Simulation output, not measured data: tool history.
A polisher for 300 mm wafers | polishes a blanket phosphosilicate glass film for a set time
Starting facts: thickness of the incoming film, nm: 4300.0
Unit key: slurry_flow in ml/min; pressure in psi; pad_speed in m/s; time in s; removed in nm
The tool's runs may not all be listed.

run 1 day=0 | slurry_flow=315 pressure=3.6 pad_speed=1.18 slurry_solids=1 time=91 | removed=1254.3
run 2 day=0.2 | slurry_flow=315 pressure=3.6 pad_speed=1.18 slurry_solids=1.2 time=91 | removed=1377.8
run 3 day=0.375 | slurry_flow=315 pressure=3.2 pad_speed=1.14 slurry_solids=1.2 time=91 | removed=1195.2
run 4 day=0.471 | slurry_flow=315 pressure=3.2 pad_speed=1.36 slurry_solids=1.2 time=91 | removed=1295.1
run 5 day=0.742 | slurry_flow=315 pressure=2.9 pad_speed=1.3 slurry_solids=1.2 time=91 | removed=1132.5
run 6 day=1.092 | slurry_flow=315 pressure=3.3 pad_speed=1.3 slurry_solids=1.2 time=91 | removed=1308
run 7 day=1.225 | slurry_flow=315 pressure=3 pad_speed=1.26 slurry_solids=1.2 time=91 | removed=1188.5
run 8 day=1.429 | slurry_flow=315 pressure=2.7 pad_speed=1.2 slurry_solids=1.2 time=91 | removed=1064.8
run 9 day=1.779 | slurry_flow=315 pressure=2.5 pad_speed=1.14 slurry_solids=1.2 time=91 | removed=916.91
run 10 day=2.033 | slurry_flow=315 pressure=2.5 pad_speed=1.14 slurry_solids=1.2 time=91 | removed=935.25
run 11 day=2.238 | slurry_flow=315 pressure=2.3 pad_speed=1.12 slurry_solids=1.2 time=91 | removed=851.75

Run 12, settings as shown, results not yet in. Your forecast:
-- day=2.588 head pressure recalibrated
run 12 day=2.588 | slurry_flow=315 pressure=2.2 pad_speed=1.12 slurry_solids=1.2 time=91 | removed=?

removed: 769.48 nm
